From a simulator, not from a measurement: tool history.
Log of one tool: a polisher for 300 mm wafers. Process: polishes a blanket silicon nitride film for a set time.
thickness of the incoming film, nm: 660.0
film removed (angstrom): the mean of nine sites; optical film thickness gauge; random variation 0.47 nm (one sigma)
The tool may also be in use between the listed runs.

run	hour	flow of slurry (ml/min)	pressure of the wafer on the pad (kPa)	speed of the pad under the wafer (cm/s)	polishing time (s)	film removed (angstrom)
1	0.0	315	33.1	110	39	1094.80
2	4.0	315	33.1	110	36	999.38
3	9.7	315	31.7	110	36	980.89
4	10.3	255	31.7	110	36	959.01
5	11.5	255	30.3	110	36	938.25
6	14.2	255	30.3	132	36	1087.60
7	18.5	255	29.0	132	36	1034.10
8	19.3	255	27.6	132	36	998.48
9	22.3	255	26.2	132	36	985.82
10	23.3	255	24.8	130	36	947.45
11	29.5	255	24.1	128	36	927.09
12	38.4	255	23.4	126	36	898.66
13	46.5	255	22.8	124	36	863.14
14	49.4	255	22.1	122	36	842.10

Run 15 comes next. What will it give?
15	51.2	255	21.4	120	36	?

Run 15 gave film removed (angstrom) 803.88.

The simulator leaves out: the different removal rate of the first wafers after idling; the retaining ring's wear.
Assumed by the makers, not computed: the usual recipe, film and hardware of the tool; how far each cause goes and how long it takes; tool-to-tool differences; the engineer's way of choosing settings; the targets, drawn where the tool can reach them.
